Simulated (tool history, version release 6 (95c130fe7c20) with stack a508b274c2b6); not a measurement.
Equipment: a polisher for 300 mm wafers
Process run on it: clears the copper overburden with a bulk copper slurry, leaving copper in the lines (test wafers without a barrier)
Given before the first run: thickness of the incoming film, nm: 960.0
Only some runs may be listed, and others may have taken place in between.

| run | hour | flow of slurry (ml/min) | pressure of the wafer on the pad (psi) | speed of the pad under the wafer (cm/s) | abrasive content of the slurry | overpolish time after the end point (s) | time until the end point was called (s) | dishing of a wide line in a test structure (angstrom) |
|---|---|---|---|---|---|---|---|---|
| 1 | 0 | 290 | 2 | 102 | 1 | 9 | 165.97 | 374.38 |
| 2 | 3.3 | 290 | 2 | 102 | 0.9 | 9 | 169.81 | 375.99 |
| 3 | 7.1 | 240 | 2 | 102 | 0.9 | 9 | 172.14 | 358.14 |
| 4 | 11.9 | 240 | 1.7 | 102 | 0.9 | 9 | 193.52 | 332.31 |
| 5 | 18.7 | 245 | 1.9 | 102 | 0.95 | 8 | 175.44 | 320.59 |
| 6 | 21.4 | 250 | 2 | 102 | 1 | 7 | 168.64 | 298.68 |
| 7 | 30 | 265 | 2.1 | 102 | 1 | 7 | 160.07 | 314.89 |

Predict the results of run 8:
| 8 | 35 | 270 | 2.2 | 102 | 1 | 7 | ? | ? |

{"run 8": {"time until the end point was called (s)": 152.75, "dishing of a wide line in a test structure (angstrom)": 324.42}}

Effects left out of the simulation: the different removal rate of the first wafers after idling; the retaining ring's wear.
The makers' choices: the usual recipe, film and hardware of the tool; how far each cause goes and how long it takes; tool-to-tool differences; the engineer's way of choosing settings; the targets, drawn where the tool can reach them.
